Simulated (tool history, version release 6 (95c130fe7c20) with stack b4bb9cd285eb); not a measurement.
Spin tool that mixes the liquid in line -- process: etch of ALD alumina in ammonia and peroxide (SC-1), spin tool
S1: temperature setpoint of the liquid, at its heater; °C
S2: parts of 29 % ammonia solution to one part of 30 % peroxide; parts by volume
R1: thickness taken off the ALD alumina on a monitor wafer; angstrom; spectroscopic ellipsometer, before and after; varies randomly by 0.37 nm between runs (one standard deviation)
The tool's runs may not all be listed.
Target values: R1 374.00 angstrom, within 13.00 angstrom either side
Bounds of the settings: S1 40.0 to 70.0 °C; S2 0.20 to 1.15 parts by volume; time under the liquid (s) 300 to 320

run 1 hour=0.0 | S1=56.0 S2=0.65 time_under_the_liquid_(s)=300 | R1=224.21
run 2 hour=2.0 | S1=53.0 S2=0.65 time_under_the_liquid_(s)=300 | R1=192.73
run 3 hour=7.5 | S1=57.0 S2=0.65 time_under_the_liquid_(s)=300 | R1=235.68
run 4 hour=9.1 | S1=50.0 S2=0.65 time_under_the_liquid_(s)=300 | R1=160.08
run 5 hour=16.9 | S1=50.0 S2=0.65 time_under_the_liquid_(s)=300 | R1=160.21
run 6 hour=23.9 | S1=50.0 S2=0.80 time_under_the_liquid_(s)=300 | R1=165.29
run 7 hour=24.7 | S1=52.0 S2=0.80 time_under_the_liquid_(s)=300 | R1=182.48
run 8 hour=27.8 | S1=54.0 S2=0.80 time_under_the_liquid_(s)=300 | R1=200.67
run 9 hour=36.5 | S1=55.5 S2=0.80 time_under_the_liquid_(s)=300 | R1=218.13
run 10 hour=44.7 | S1=57.0 S2=0.80 time_under_the_liquid_(s)=300 | R1=237.43
run 11 hour=51.2 | S1=58.0 S2=0.80 time_under_the_liquid_(s)=300 | R1=254.58
run 12 hour=54.8 | S1=58.0 S2=0.80 time_under_the_liquid_(s)=300 | R1=252.55

Which single option among these 4 for the next run brings every result within its allowed miss of target? Just one does.
run A hour=58.4 | S1=52.5 S2=0.90 time_under_the_liquid_(s)=300 | R1=?
run B hour=58.4 | S1=62.0 S2=0.60 time_under_the_liquid_(s)=315 | R1=?
run C hour=58.4 | S1=59.0 S2=0.75 time_under_the_liquid_(s)=320 | R1=?
run D hour=58.4 | S1=64.0 S2=0.90 time_under_the_liquid_(s)=320 | R1=?

move=A R1=190.40
move=B R1=316.23
move=C R1=281.41
move=D R1=369.10
A: misses by more than the last run did
B: closer than the last run, but not yet in spec
C: closer than the last run, but not yet in spec
D: all results in spec
D is the move that brings every result within its allowed miss.
